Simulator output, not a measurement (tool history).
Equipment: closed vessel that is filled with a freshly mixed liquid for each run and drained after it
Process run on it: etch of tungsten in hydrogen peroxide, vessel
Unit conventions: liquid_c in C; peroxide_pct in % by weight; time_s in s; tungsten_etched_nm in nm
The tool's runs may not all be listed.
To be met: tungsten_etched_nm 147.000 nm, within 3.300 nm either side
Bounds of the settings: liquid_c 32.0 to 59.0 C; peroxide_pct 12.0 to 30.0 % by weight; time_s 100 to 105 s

Run 1, hour 0.0: liquid_c 43.0 C, peroxide_pct 22.0 % by weight, time_s 100 s. Result: tungsten_etched_nm 91.564 nm.
Run 2, hour 6.5: liquid_c 46.5 C, peroxide_pct 22.0 % by weight, time_s 100 s. Result: tungsten_etched_nm 114.420 nm.
Run 3, hour 8.2: liquid_c 46.5 C, peroxide_pct 22.0 % by weight, time_s 100 s. Result: tungsten_etched_nm 115.140 nm.
Run 4, hour 16.9: liquid_c 44.0 C, peroxide_pct 22.0 % by weight, time_s 100 s. Result: tungsten_etched_nm 98.918 nm.
Run 5, hour 25.5: liquid_c 44.0 C, peroxide_pct 22.0 % by weight, time_s 105 s. Result: tungsten_etched_nm 102.980 nm.
Run 6, hour 32.2: liquid_c 40.5 C, peroxide_pct 22.0 % by weight, time_s 105 s. Result: tungsten_etched_nm 81.908 nm.
Run 7, hour 33.3: liquid_c 42.0 C, peroxide_pct 22.0 % by weight, time_s 105 s. Result: tungsten_etched_nm 90.778 nm.
Run 8, hour 37.8: liquid_c 43.5 C, peroxide_pct 22.0 % by weight, time_s 105 s. Result: tungsten_etched_nm 99.758 nm.
Run 9, hour 44.4: liquid_c 44.5 C, peroxide_pct 22.0 % by weight, time_s 105 s. Result: tungsten_etched_nm 107.910 nm.

Exercise: of the 4 proposed moves below, exactly one satisfies all targets within the stated allowed misses. Which move is it?
Run A, hour 51.0: liquid_c 47.5 C, peroxide_pct 28.5 % by weight, time_s 105 s. Result: tungsten_etched_nm ?.
Run B, hour 51.0: liquid_c 40.0 C, peroxide_pct 18.5 % by weight, time_s 100 s. Result: tungsten_etched_nm ?.
Run C, hour 51.0: liquid_c 47.0 C, peroxide_pct 19.5 % by weight, time_s 105 s. Result: tungsten_etched_nm ?.
Run D, hour 51.0: liquid_c 52.0 C, peroxide_pct 21.0 % by weight, time_s 105 s. Result: tungsten_etched_nm ?.

move  tungsten_etched_nm
   A             145.840
   B              69.475
   C             116.950
   D             164.900
A: hits every target within its allowed miss
B: its largest miss is bigger than the last run's
C: nearer the targets than the last run, but a result is still out of spec
D: moves the result that the last run missed by most past its target, out the other side
Go with A: it meets all targets.
